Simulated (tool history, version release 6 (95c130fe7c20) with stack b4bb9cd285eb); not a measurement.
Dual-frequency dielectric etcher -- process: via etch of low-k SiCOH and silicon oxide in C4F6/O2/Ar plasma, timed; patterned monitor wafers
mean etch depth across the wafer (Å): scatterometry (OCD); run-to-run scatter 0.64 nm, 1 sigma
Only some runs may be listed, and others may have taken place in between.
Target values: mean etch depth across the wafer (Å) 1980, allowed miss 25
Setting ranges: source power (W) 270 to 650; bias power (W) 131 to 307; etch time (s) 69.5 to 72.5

run  hour  source power (W)  bias power (W)  etch time (s)  mean etch depth across the wafer (Å)
  1     0               460             219           69.5                                1868.3
  2     5               460             190           69.5                                1759.9
  3   7.7               460             190           69.5                                1767.3
  4  12.8               460             161           69.5                                  1646
  5  15.5               460             188           69.5                                1763.7
  6  19.7               460             149           69.5                                1581.2
  7  27.7               560             183           69.5                                1909.7
  8  29.6               570             183           69.5                                1931.3
  9  31.6               580             183           69.5                                1945.8

Exercise: of the 5 proposed moves below, exactly one satisfies all targets within the stated allowed misses. Which move is it?
  A  33.6               590             167             70                                     ?
  B  33.6               620             154             71                                     ?
  C  33.6               580             173           72.5                                     ?
  D  33.6               650             150           70.5                                     ?
  E  33.6               550             182             71                                     ?

move  mean etch depth across the wafer (Å)
   A                                1894.7
   B                                1903.2
   C                                1974.9
   D                                1912.1
   E                                1925.3
A: the biggest miss grows against the last run
B: the biggest miss grows against the last run
C: meets every target
D: the biggest miss grows against the last run
E: the biggest miss grows against the last run
Answer: C
